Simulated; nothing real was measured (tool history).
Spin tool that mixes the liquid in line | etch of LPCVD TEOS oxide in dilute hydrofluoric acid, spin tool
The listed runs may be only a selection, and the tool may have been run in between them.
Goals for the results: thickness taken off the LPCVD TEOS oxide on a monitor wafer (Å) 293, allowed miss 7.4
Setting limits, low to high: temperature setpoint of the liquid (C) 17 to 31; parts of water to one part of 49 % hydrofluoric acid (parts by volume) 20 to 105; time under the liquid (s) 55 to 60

run,hour,temperature setpoint of the liquid (C),parts of water to one part of 49 % hydrofluoric acid (parts by volume),time under the liquid (s),thickness taken off the LPCVD TEOS oxide on a monitor wafer (Å)
1,0,23,55,55,232.95
2,1.6,24,55,55,242.47
3,5.1,24,40,55,341.03
4,10.5,25.5,40,55,365.75
5,12.9,24.5,40,55,348.46
6,19.4,24,40,55,349.6
7,22.2,23,40,55,327.99
8,27.5,22.5,40,55,318.06
9,28.1,22,40,55,314.87
10,30.6,21.5,40,55,309.67
11,35.8,21,40,55,304.66
12,43.8,21,40,55,302.22

Which single option among these 4 for the next run brings every result within its allowed miss of target? Just one does.
A,51.8,21.5,40,55,?
B,51.8,20,40,60,?
C,51.8,18,40,60,?
D,51.8,20.5,40,60,?

move,thickness taken off the LPCVD TEOS oxide on a monitor wafer (Å)
A,314.84
B,322.23
C,295.61
D,329.18
A: lands further from the targets than the last run did
B: lands further from the targets than the last run did
C: hits every target within its allowed miss
D: lands further from the targets than the last run did
Answer: C

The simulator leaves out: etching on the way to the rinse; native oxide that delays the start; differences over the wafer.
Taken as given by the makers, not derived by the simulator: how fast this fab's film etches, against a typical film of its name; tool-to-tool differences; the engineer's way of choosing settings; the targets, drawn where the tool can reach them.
